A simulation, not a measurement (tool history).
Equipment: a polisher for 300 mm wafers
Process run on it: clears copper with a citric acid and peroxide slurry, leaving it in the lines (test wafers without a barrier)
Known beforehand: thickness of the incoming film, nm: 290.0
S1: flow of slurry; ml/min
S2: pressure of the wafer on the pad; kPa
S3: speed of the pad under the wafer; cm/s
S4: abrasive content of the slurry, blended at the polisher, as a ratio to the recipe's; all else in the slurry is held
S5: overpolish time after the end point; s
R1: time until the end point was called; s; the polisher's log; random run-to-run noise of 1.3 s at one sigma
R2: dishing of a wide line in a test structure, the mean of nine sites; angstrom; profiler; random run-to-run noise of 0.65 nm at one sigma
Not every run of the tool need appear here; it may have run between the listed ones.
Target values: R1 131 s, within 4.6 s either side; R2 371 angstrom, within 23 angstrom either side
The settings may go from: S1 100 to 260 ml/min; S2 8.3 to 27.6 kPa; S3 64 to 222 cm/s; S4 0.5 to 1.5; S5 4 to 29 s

run  hour   S1    S2   S3  S4  S5      R1      R2
  1     0  165  17.9  142   1  15     105  301.65
  2   7.4  160  17.2  142   1  17  112.49  319.67
  3  13.2  160  17.2  142   1  11  111.91   212.8
  4  14.7  160  17.2  120   1  11  128.59  188.51
  5  19.3  155  17.2  120   1  14  127.26  226.34
  6  23.6  175  17.2  120   1  14  126.64  229.26
  7  28.2  175  17.2  120   1  14  124.27  233.38
  8  30.7  165  17.2  120   1  16  127.22  264.56
  9  38.9  160  17.2  120   1  17  127.51   274.6
 10  45.7  160  17.2  120   1  18  125.72  287.08
 11    52  160  17.2  120   1  19  128.55  304.85
 12  60.4  160  17.2  120   1  20  127.44   330.2
 13  68.7  160  17.2  120   1  21  127.78  337.64

Which single option among these 5 for the next run brings every result within its allowed miss of target? Just one does.
  A    77  130  14.5  156   0.8  24   ?   ?
  B    77  155  17.2  106  1.15  25   ?   ?
  C    77  145  17.2  118  1.05  20   ?   ?
  D    77  150  15.9  122  0.75  26   ?   ?
  E    77  160  17.2  132     1  17   ?   ?

move      R1      R2
   A  128.79  388.59
   B  139.71   378.9
   C   130.7  329.47
   D  145.13  377.56
   E  117.87  312.26
A: every result within its allowed miss
B: meets the target for the result that was furthest off, but another lies outside its allowed miss
C: its largest miss is bigger than the last run's
D: meets the target for the result that was furthest off, but another lies outside its allowed miss
E: its largest miss is bigger than the last run's
Move A is the one to make.

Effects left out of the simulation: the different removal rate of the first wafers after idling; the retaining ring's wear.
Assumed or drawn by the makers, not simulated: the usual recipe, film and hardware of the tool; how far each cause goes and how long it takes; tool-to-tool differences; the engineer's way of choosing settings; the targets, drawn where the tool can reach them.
